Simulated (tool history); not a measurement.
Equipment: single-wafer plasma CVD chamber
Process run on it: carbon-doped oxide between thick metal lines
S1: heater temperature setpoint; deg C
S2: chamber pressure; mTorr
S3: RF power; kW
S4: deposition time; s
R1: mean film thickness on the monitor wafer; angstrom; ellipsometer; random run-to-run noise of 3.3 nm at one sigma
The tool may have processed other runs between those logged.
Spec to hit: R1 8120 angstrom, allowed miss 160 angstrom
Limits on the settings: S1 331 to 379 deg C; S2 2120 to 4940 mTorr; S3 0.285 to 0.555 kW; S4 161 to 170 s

run 1 hour=0 | S1=355 S2=3530 S3=0.42 S4=170 | R1=7246.2
run 2 hour=5.5 | S1=354 S2=3620 S3=0.425 S4=170 | R1=7328.9
run 3 hour=6.2 | S1=354 S2=3900 S3=0.425 S4=170 | R1=7358
run 4 hour=13.2 | S1=364 S2=3900 S3=0.425 S4=170 | R1=7236.1
run 5 hour=17 | S1=355 S2=3900 S3=0.425 S4=170 | R1=7376
run 6 hour=22.5 | S1=351 S2=3900 S3=0.425 S4=170 | R1=7450
run 7 hour=24.4 | S1=350 S2=3960 S3=0.43 S4=170 | R1=7534.7
run 8 hour=30.2 | S1=349 S2=4010 S3=0.435 S4=170 | R1=7706.8
run 9 hour=34.5 | S1=348 S2=4060 S3=0.435 S4=170 | R1=7683.8
run 10 hour=36 | S1=347 S2=4100 S3=0.435 S4=170 | R1=7725.5

4 next moves are on the table. One of them brings every result within its allowed miss. Which?
run A hour=37.5 | S1=337 S2=4210 S3=0.425 S4=168 | R1=?
run B hour=37.5 | S1=361 S2=4250 S3=0.475 S4=170 | R1=?
run C hour=37.5 | S1=347 S2=3440 S3=0.45 S4=170 | R1=?
run D hour=37.5 | S1=347 S2=3760 S3=0.47 S4=163 | R1=?

move=A R1=7780.7
move=B R1=8069.5
move=C R1=7823.9
move=D R1=7829.7
A: nearer than the last run, and not there yet
B: every result lands within tolerance
C: nearer than the last run, and not there yet
D: nearer than the last run, and not there yet
Answer: B
